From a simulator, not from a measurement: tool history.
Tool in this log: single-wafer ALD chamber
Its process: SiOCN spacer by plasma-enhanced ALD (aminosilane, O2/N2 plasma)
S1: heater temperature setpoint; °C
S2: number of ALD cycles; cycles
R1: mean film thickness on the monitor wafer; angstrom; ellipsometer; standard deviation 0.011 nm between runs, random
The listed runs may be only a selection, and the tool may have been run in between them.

{"run": 1, "hour": 0.0, "S1": 410, "S2": 67, "R1": 35.361}
{"run": 2, "hour": 2.0, "S1": 410, "S2": 72, "R1": 38.018}
{"run": 3, "hour": 8.1, "S1": 403, "S2": 72, "R1": 38.936}
{"run": 4, "hour": 10.7, "S1": 403, "S2": 64, "R1": 34.488}
{"run": 5, "hour": 16.7, "S1": 403, "S2": 68, "R1": 36.802}
{"run": 6, "hour": 20.6, "S1": 410, "S2": 68, "R1": 36.194}

What does the tool deliver on the next run?
{"run": 7, "hour": 27.6, "S1": 411, "S2": 66, "R1": "?"}

{"run 7": {"R1": 34.868}}

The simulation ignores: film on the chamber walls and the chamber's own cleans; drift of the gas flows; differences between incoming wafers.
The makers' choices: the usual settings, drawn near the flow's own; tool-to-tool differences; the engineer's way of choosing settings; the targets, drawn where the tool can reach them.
